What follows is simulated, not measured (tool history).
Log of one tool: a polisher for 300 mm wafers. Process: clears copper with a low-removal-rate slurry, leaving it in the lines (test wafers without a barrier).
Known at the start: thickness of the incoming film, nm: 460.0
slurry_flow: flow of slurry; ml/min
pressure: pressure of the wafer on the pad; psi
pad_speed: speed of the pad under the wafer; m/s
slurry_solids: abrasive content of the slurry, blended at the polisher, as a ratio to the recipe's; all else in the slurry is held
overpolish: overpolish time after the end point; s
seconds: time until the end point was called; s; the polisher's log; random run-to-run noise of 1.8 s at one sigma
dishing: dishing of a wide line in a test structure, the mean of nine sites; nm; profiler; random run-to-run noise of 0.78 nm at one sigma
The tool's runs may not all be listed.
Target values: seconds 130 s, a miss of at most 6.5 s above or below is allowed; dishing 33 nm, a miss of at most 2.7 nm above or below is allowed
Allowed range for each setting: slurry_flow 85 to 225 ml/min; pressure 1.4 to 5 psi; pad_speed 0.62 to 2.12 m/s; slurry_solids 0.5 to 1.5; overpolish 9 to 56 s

run	hour	slurry_flow	pressure	pad_speed	slurry_solids	overpolish	seconds	dishing
1	0	145	3.2	1.36	1	29	116.6	54.436
2	2.8	145	3.1	1.36	1	27	116.62	52.591
3	11.8	145	3	1.36	1	25	122.06	47.45
4	13.2	145	3	1.36	1	24	120.51	46.029
5	22.2	170	3	1.36	1	24	117.67	48.581
6	31.2	170	3	1.36	1	23	119.08	47.697
7	33.3	170	3	1.36	1	23	117.41	45.534
8	37.4	170	3	1.36	1	23	116.66	48.258
9	38.4	170	3	1.36	1	22	114.21	46.857
10	43.9	170	2.9	1.36	1	21	120.79	43.284
11	52.7	170	2.9	1.36	1	20	117.76	42.268
12	61.3	170	2.9	1.36	1	19	121.68	38.571
13	69.2	160	2.8	1.36	1	18	124.61	39.435
14	72.1	160	2.8	1.36	1	17	125.42	37.029

5 next moves are on the table. One of them brings every result within its allowed miss. Which?
A	75	215	3.4	1.12	1.35	15	?	?
B	75	160	2.8	1.44	1.05	13	?	?
C	75	155	3.2	1.28	1.15	11	?	?
D	75	150	2.2	1.6	0.8	16	?	?
E	75	175	3.6	1.22	0.85	11	?	?

move	seconds	dishing
A	119.7	36.088
B	118.32	32.497
C	119.18	28.474
D	133.43	34.407
E	118.05	28.777
A: the biggest miss grows against the last run
B: brings the result that was furthest off to its target, and leaves another outside
C: the result that was furthest off in the last run now lies on the other side of its target
D: in spec on every target
E: the result that was furthest off in the last run now lies on the other side of its target
Go with D: it meets all targets.
